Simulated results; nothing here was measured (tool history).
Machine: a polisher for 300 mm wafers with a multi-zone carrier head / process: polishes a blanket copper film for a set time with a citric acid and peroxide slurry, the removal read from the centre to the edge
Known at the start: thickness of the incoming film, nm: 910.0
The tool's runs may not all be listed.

run	day	flow of slurry (ml/min)	pressure of the head's centre zone	pressure of the head's middle zone	pressure of the head's edge zone	abrasive content of the slurry	polishing time (s)	film removed at the wafer's centre (angstrom)	film removed at mid-radius (angstrom)	film removed at the wafer's edge (angstrom)
1	0.000	210	1.00	1.00	1.00	1.00	75	1599.70	1637.2	1593.4
2	0.067	200	0.96	1.02	0.99	0.90	71	1369.40	1559.4	1466.9
3	0.121	200	0.96	0.97	0.99	0.90	71	1367.20	1456.6	1472.8
4	0.433	200	0.96	0.97	0.99	0.90	84	1648.10	1726.2	1727.2
5	0.650	200	0.96	0.97	0.99	0.90	75	1481.30	1544.3	1531.6
6	0.883	220	0.96	0.97	0.99	0.90	75	1472.10	1554.0	1540.0
7	0.917	245	0.86	1.07	0.97	0.65	54	902.90	1173.8	1048.8

Run 8 has not been measured yet. What should we expect?
8	1.229	245	0.85	1.08	0.97	0.65	54	?	?	?

film removed at the wafer's centre (angstrom): 899.03
film removed at mid-radius (angstrom): 1210.6
film removed at the wafer's edge (angstrom): 1050.9
